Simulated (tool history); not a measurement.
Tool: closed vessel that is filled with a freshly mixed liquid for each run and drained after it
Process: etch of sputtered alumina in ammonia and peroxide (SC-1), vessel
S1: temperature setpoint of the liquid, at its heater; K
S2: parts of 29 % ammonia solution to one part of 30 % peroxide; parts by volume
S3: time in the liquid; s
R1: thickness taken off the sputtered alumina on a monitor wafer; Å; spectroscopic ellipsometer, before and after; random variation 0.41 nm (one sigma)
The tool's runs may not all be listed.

run	hour	S1	S2	S3	R1
1	0.0	326.15	0.95	675	615.50
2	2.4	326.15	0.85	675	604.86
3	5.7	326.15	0.70	675	590.42
4	12.5	327.65	0.70	675	635.78
# hour 15.3: new drum of ammonia solution connected
5	15.3	329.15	0.70	675	703.36
6	19.3	334.65	0.70	675	935.10

The next listed run, before its measurement:
7	25.9	333.65	0.70	675	?

Run 7 gave R1 881.58 Å.
